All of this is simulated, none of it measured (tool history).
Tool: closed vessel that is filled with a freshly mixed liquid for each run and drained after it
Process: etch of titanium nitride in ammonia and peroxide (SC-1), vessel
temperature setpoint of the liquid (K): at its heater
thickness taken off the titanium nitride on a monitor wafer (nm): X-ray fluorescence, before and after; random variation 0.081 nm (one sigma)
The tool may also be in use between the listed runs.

| run | hour | temperature setpoint of the liquid (K) | parts of water to one part of 30 % peroxide (parts by volume) | parts of 29 % ammonia solution to one part of 30 % peroxide (parts by volume) | time in the liquid (s) | thickness taken off the titanium nitride on a monitor wafer (nm) |
|---|---|---|---|---|---|---|
| 1 | 0 | 325.15 | 21 | 0.45 | 415 | 16.453 |
| 2 | 4.1 | 325.15 | 21 | 0.55 | 415 | 17.213 |
| 3 | 8.5 | 322.65 | 21 | 0.55 | 415 | 14.219 |
| 4 | 13.6 | 322.65 | 21 | 0.45 | 415 | 14.018 |
| 5 | 18.8 | 321.15 | 21 | 0.45 | 415 | 12.42 |
| 6 | 20.2 | 321.15 | 21 | 0.45 | 415 | 12.428 |

Forecast run 7:
| 7 | 28.1 | 320.15 | 21 | 0.45 | 415 | ? |

Run 7 gave thickness taken off the titanium nitride on a monitor wafer (nm) 11.433.
